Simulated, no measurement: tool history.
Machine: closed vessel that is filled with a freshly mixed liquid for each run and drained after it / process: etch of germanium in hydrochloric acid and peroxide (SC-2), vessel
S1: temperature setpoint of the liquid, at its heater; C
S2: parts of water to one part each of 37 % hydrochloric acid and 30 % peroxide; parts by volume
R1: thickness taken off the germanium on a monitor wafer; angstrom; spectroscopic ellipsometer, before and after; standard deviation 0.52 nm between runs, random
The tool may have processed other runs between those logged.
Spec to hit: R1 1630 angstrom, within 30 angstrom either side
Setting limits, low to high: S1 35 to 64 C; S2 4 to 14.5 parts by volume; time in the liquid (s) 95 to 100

{"run": 1, "hour": 0.0, "S1": 48, "S2": 8, "time in the liquid (s)": 95, "R1": 2514.5}
{"run": 2, "hour": 5.3, "S1": 48, "S2": 8, "time in the liquid (s)": 95, "R1": 2506.2}
{"run": 3, "hour": 8.6, "S1": 48, "S2": 8, "time in the liquid (s)": 100, "R1": 2637.4}
{"run": 4, "hour": 13.1, "S1": 45, "S2": 8.5, "time in the liquid (s)": 100, "R1": 2389.7}
{"run": 5, "hour": 15.9, "S1": 45, "S2": 8.5, "time in the liquid (s)": 95, "R1": 2268.9}
{"run": 6, "hour": 19.8, "S1": 42.5, "S2": 9.5, "time in the liquid (s)": 95, "R1": 2075.9}
{"run": 7, "hour": 27.3, "S1": 40.5, "S2": 9.5, "time in the liquid (s)": 95, "R1": 1937.5}
{"run": 8, "hour": 31.3, "S1": 39, "S2": 9.5, "time in the liquid (s)": 95, "R1": 1840.8}
{"run": 9, "hour": 39.0, "S1": 38, "S2": 9.5, "time in the liquid (s)": 95, "R1": 1786.5}
{"run": 10, "hour": 42.2, "S1": 37.5, "S2": 9.5, "time in the liquid (s)": 95, "R1": 1750.1}
{"run": 11, "hour": 51.3, "S1": 37, "S2": 9.5, "time in the liquid (s)": 95, "R1": 1709.5}
{"run": 12, "hour": 55.9, "S1": 36.5, "S2": 9.5, "time in the liquid (s)": 95, "R1": 1698.3}
{"run": 13, "hour": 58.6, "S1": 36, "S2": 9.5, "time in the liquid (s)": 95, "R1": 1666.8}

4 next moves are on the table. One of them brings every result within its allowed miss. Which?
{"run": "A", "hour": 61.3, "S1": 35, "S2": 7.5, "time in the liquid (s)": 95, "R1": "?"}
{"run": "B", "hour": 61.3, "S1": 37, "S2": 11, "time in the liquid (s)": 95, "R1": "?"}
{"run": "C", "hour": 61.3, "S1": 35, "S2": 8.5, "time in the liquid (s)": 100, "R1": "?"}
{"run": "D", "hour": 61.3, "S1": 35, "S2": 10.5, "time in the liquid (s)": 100, "R1": "?"}

move=A R1=1620.6
move=B R1=1694.4
move=C R1=1695
move=D R1=1670.9
A: hits every target within its allowed miss
B: misses by more than the last run did
C: misses by more than the last run did
D: misses by more than the last run did
Go with A: it meets all targets.

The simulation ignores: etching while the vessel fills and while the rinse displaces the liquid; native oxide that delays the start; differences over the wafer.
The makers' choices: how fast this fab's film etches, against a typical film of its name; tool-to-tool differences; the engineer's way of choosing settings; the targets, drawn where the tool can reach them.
